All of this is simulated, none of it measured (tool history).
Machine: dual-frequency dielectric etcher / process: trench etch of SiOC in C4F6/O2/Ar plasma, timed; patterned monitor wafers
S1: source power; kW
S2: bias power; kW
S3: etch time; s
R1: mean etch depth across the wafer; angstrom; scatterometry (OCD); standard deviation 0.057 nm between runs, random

{"run": 1, "hour": 0.0, "S1": 0.32, "S2": 0.233, "S3": 14, "R1": 310.53}
{"run": 2, "hour": 7.5, "S1": 0.29, "S2": 0.224, "S3": 14, "R1": 295.08}
{"run": 3, "hour": 13.1, "S1": 0.26, "S2": 0.219, "S3": 14, "R1": 283.71}
{"run": 4, "hour": 18.9, "S1": 0.26, "S2": 0.203, "S3": 14, "R1": 275.77}
{"run": 5, "hour": 26.7, "S1": 0.26, "S2": 0.203, "S3": 12.5, "R1": 246.19}
{"run": 6, "hour": 32.0, "S1": 0.27, "S2": 0.205, "S3": 12.5, "R1": 250.58}

What does the tool deliver on the next run?
{"run": 7, "hour": 36.7, "S1": 0.27, "S2": 0.205, "S3": 12.5, "R1": "?"}

{"run 7": {"R1": 249.83}}

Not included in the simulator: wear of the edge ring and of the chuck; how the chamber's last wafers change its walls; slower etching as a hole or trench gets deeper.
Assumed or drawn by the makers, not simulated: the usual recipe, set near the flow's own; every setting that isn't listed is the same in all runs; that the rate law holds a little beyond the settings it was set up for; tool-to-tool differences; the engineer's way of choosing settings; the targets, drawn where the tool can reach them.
